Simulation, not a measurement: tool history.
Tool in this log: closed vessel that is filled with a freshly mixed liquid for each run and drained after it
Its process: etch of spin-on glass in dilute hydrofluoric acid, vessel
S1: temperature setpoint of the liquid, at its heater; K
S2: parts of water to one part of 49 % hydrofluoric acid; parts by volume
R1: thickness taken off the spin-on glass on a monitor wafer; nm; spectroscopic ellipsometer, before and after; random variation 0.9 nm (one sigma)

run 1 hour=0.0 | S1=295.15 S2=60 time_in_the_liquid_(s)=105 | R1=46.389
run 2 hour=6.3 | S1=296.65 S2=55 time_in_the_liquid_(s)=105 | R1=52.849
run 3 hour=7.4 | S1=296.65 S2=55 time_in_the_liquid_(s)=105 | R1=53.421
run 4 hour=12.1 | S1=298.15 S2=50 time_in_the_liquid_(s)=105 | R1=62.233
run 5 hour=20.9 | S1=298.15 S2=65 time_in_the_liquid_(s)=105 | R1=47.523
run 6 hour=24.1 | S1=298.15 S2=65 time_in_the_liquid_(s)=105 | R1=47.057
run 7 hour=29.7 | S1=299.15 S2=55 time_in_the_liquid_(s)=105 | R1=59.217
run 8 hour=36.6 | S1=303.15 S2=30 time_in_the_liquid_(s)=105 | R1=132.460

Forecast run 9:
run 9 hour=40.6 | S1=299.15 S2=30 time_in_the_liquid_(s)=105 | R1=?

{"run 9": {"R1": 112.99}}
